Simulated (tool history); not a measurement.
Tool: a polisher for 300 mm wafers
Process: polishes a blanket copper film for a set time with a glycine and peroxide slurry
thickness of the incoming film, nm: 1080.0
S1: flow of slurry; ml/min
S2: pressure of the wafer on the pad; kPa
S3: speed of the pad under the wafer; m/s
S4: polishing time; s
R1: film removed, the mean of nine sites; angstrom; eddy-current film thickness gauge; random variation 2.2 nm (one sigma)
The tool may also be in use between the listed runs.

| run | hour | S1 | S2 | S3 | S4 | R1 |
|---|---|---|---|---|---|---|
| 1 | 0 | 190 | 21.4 | 1.14 | 74 | 4682.5 |
| 2 | 0.9 | 190 | 16.5 | 1.14 | 74 | 3786.3 |
| 3 | 6.5 | 190 | 19.3 | 1.14 | 74 | 4323.8 |
| 4 | 7.9 | 190 | 15.9 | 1.14 | 74 | 3635.7 |
| 5 | 11.9 | 190 | 15.9 | 1.36 | 74 | 4074.1 |
| 6 | 17.5 | 225 | 15.9 | 1.36 | 74 | 4217.9 |
| 7 | 21.2 | 215 | 14.5 | 1.36 | 74 | 3919.6 |
| 8 | 26.4 | 205 | 13.8 | 1.36 | 74 | 3624.3 |
| 9 | 32.2 | 190 | 13.8 | 1.36 | 74 | 3632.8 |
| 10 | 35.3 | 175 | 13.8 | 1.36 | 74 | 3628.9 |
| 11 | 42.1 | 170 | 13.1 | 1.36 | 74 | 3454 |

Forecast run 12:
| 12 | 43.1 | 140 | 12.4 | 1.36 | 74 | ? |

Run 12 gave R1 3220.6 angstrom.
